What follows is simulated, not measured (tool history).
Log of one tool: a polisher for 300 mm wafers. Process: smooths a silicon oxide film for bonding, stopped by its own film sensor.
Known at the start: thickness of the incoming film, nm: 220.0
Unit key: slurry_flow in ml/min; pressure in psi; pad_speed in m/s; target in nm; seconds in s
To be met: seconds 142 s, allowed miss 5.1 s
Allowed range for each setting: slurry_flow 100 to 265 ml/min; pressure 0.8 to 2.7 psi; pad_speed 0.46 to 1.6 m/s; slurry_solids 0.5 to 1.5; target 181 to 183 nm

run,hour,slurry_flow,pressure,pad_speed,slurry_solids,target,seconds
1,0,170,1.7,1.02,1,183,78.49
2,9,170,1.7,1.02,1.05,183,75.598
3,16.3,170,1.7,1.22,1.05,183,68.147
4,22.1,170,1.4,1.22,1.05,183,80.075
5,26.3,170,1.8,1.22,1.05,183,63.788
6,34.9,170,1.7,1.18,1.05,183,68.54
7,35.9,170,1.6,1.14,1.05,183,73.422
8,38.3,170,1.5,1.1,1.05,183,81.004
9,40.4,155,1,0.94,1.05,183,125.77

Consider the 5 candidate settings below. Which is the only one whose results all fall within their allowed miss of target?
A,42.5,135,0.9,1,0.9,183,?
B,42.5,115,1.2,1.04,0.55,183,?
C,42.5,165,0.9,0.94,1.2,183,?
D,42.5,165,1,0.9,1.05,183,?
E,42.5,165,1.1,0.78,1.15,181,?

move,seconds
A,138.27
B,128.99
C,127.14
D,125.47
E,130.73
A: all results in spec
B: an improvement on the last run, though not all results are within tolerance
C: an improvement on the last run, though not all results are within tolerance
D: as far off as the last run
E: an improvement on the last run, though not all results are within tolerance
Go with A: it meets all targets.
